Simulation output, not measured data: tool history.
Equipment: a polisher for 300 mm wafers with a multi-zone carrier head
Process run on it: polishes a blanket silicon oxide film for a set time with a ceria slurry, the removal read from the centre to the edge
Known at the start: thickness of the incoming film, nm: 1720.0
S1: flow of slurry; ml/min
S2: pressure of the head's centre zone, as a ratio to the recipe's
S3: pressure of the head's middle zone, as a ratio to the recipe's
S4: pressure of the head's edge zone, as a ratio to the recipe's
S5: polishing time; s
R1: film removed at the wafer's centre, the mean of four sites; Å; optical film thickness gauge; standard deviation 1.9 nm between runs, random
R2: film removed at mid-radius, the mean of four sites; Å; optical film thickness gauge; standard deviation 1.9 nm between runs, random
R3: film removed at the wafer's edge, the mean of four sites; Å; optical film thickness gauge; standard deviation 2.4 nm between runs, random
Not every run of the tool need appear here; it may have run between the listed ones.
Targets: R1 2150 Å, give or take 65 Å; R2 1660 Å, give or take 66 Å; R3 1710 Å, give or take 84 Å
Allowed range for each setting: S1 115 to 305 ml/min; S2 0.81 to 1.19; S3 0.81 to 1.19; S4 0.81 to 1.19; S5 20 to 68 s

| run | hour | S1 | S2 | S3 | S4 | S5 | R1 | R2 | R3 |
|---|---|---|---|---|---|---|---|---|---|
| 1 | 0 | 195 | 1 | 1 | 1 | 44 | 2690.5 | 2762.3 | 2546.9 |
| 2 | 2.5 | 195 | 1 | 1 | 1 | 54 | 3363.5 | 3307.6 | 3141 |
| 3 | 10.4 | 190 | 1.02 | 0.97 | 0.99 | 50 | 3133.2 | 2975.2 | 2898 |
| 4 | 17.6 | 190 | 1.04 | 0.95 | 0.97 | 46 | 2942.3 | 2699.7 | 2708.6 |
|  | 23.6 | edge zone pressure recalibrated |
| 5 | 23.6 | 190 | 1.04 | 0.95 | 0.97 | 39 | 2507.3 | 2277.6 | 2300.6 |
| 6 | 29.8 | 190 | 1.04 | 0.95 | 0.97 | 32 | 2068.5 | 1905 | 1962.1 |
| 7 | 32 | 190 | 1.06 | 0.95 | 0.95 | 31 | 2004.5 | 1806.1 | 1822.9 |
| 8 | 39.2 | 190 | 1.08 | 0.95 | 0.94 | 31 | 2053.5 | 1790.7 | 1850 |

Which one of the following 4 next-run settings gets every result inside its allowed miss? There is exactly one.
| A | 46.4 | 200 | 1.18 | 1.14 | 0.85 | 27 | ? | ? | ? |
| B | 46.4 | 195 | 1.19 | 0.89 | 0.97 | 32 | ? | ? | ? |
| C | 46.4 | 180 | 1.19 | 0.91 | 0.91 | 30 | ? | ? | ? |
| D | 46.4 | 185 | 1.11 | 0.93 | 0.96 | 29 | ? | ? | ? |

| move | R1 | R2 | R3 |
|---|---|---|---|
| A | 1983.4 | 1847.7 | 1556.7 |
| B | 2355.9 | 1768.9 | 1961.4 |
| C | 2175.5 | 1666.6 | 1766.5 |
| D | 1971.6 | 1648.9 | 1756.5 |
A: lands further from the targets than the last run did
B: lands further from the targets than the last run did
C: meets every target
D: the worst result of the last run now meets its target, but another is out of spec
The right move is C.
